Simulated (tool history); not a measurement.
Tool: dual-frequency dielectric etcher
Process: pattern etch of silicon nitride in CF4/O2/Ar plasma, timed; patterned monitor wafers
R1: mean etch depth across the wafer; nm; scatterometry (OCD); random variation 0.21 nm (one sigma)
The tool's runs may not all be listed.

Run 1, hour 0.0: source power (W) 680, bias power (W) 40, Ar flow (sccm) 99, CF4 flow (sccm) 109, etch time (s) 11. Result: R1 27.601 nm.
Run 2, hour 2.1: source power (W) 720, bias power (W) 40, Ar flow (sccm) 99, CF4 flow (sccm) 109, etch time (s) 11. Result: R1 29.278 nm.
Run 3, hour 5.4: source power (W) 750, bias power (W) 40, Ar flow (sccm) 99, CF4 flow (sccm) 109, etch time (s) 11. Result: R1 30.586 nm.
Run 4, hour 13.5: source power (W) 690, bias power (W) 40, Ar flow (sccm) 99, CF4 flow (sccm) 109, etch time (s) 11. Result: R1 28.138 nm.
Run 5, hour 19.2: source power (W) 690, bias power (W) 40, Ar flow (sccm) 99, CF4 flow (sccm) 119, etch time (s) 11. Result: R1 28.313 nm.
Run 6, hour 23.0: source power (W) 620, bias power (W) 40, Ar flow (sccm) 99, CF4 flow (sccm) 119, etch time (s) 11. Result: R1 24.891 nm.
Run 7, hour 24.9: source power (W) 620, bias power (W) 40, Ar flow (sccm) 99, CF4 flow (sccm) 119, etch time (s) 11. Result: R1 25.136 nm.
Run 8, hour 29.0: source power (W) 670, bias power (W) 40, Ar flow (sccm) 99, CF4 flow (sccm) 119, etch time (s) 11. Result: R1 27.679 nm.

The next listed run, before its measurement:
Run 9, hour 36.1: source power (W) 700, bias power (W) 40, Ar flow (sccm) 99, CF4 flow (sccm) 119, etch time (s) 11. Result: R1 ?.

{"run 9": {"R1": 28.746}}
